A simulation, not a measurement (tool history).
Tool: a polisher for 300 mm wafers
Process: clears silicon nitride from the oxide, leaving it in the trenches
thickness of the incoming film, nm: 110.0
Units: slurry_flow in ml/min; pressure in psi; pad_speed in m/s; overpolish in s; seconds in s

run	hour	slurry_flow	pressure	pad_speed	overpolish	seconds
1	0.0	295	2.7	1.20	6	134.92
2	8.6	295	2.1	1.20	6	166.33
3	15.3	295	2.4	1.20	6	144.73
4	22.8	295	2.6	1.22	6	137.54
5	30.9	295	2.6	1.22	6	130.26
6	32.5	295	2.6	1.22	4	135.20
7	36.1	295	2.7	1.24	4	130.62
8	39.0	295	2.8	1.26	4	116.86

Run 9 comes next. What will it give?
9	41.4	295	2.9	1.26	4	?

seconds: 119.07 s
